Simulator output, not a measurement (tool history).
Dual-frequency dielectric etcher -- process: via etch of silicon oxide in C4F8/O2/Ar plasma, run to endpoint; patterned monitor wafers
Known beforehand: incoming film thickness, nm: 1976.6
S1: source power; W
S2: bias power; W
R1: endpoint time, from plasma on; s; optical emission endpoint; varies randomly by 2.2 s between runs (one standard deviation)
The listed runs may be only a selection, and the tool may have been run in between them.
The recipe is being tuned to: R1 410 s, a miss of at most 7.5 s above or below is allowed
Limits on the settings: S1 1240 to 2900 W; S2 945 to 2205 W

{"run": 1, "hour": 0.0, "S1": 2070, "S2": 1575, "R1": 464.78}
{"run": 2, "hour": 7.2, "S1": 2270, "S2": 1605, "R1": 442.39}
{"run": 3, "hour": 13.5, "S1": 1940, "S2": 1605, "R1": 476.57}
{"run": 4, "hour": 15.1, "S1": 2150, "S2": 1634, "R1": 450.96}
{"run": 5, "hour": 18.6, "S1": 2280, "S2": 1651, "R1": 440.68}
{"run": 6, "hour": 24.9, "S1": 2280, "S2": 1404, "R1": 462.39}
{"run": 7, "hour": 27.7, "S1": 2460, "S2": 1427, "R1": 446.53}
{"run": 8, "hour": 32.8, "S1": 2590, "S2": 1451, "R1": 426.81}
{"run": 9, "hour": 39.2, "S1": 2650, "S2": 1457, "R1": 424.16}

Exactly one of the 5 candidate moves below puts every result within its allowed miss. Which one?
{"run": "A", "hour": 45.6, "S1": 2900, "S2": 1657, "R1": "?"}
{"run": "B", "hour": 45.6, "S1": 2900, "S2": 1599, "R1": "?"}
{"run": "C", "hour": 45.6, "S1": 2890, "S2": 1459, "R1": "?"}
{"run": "D", "hour": 45.6, "S1": 2830, "S2": 1675, "R1": "?"}
{"run": "E", "hour": 45.6, "S1": 2860, "S2": 1617, "R1": "?"}

move=A R1=394.33
move=B R1=399.31
move=C R1=413.03
move=D R1=396.97
move=E R1=400.12
A: carries the result that was furthest off beyond its target, to the other side
B: carries the result that was furthest off beyond its target, to the other side
C: hits every target within its allowed miss
D: carries the result that was furthest off beyond its target, to the other side
E: carries the result that was furthest off beyond its target, to the other side
C meets every target.

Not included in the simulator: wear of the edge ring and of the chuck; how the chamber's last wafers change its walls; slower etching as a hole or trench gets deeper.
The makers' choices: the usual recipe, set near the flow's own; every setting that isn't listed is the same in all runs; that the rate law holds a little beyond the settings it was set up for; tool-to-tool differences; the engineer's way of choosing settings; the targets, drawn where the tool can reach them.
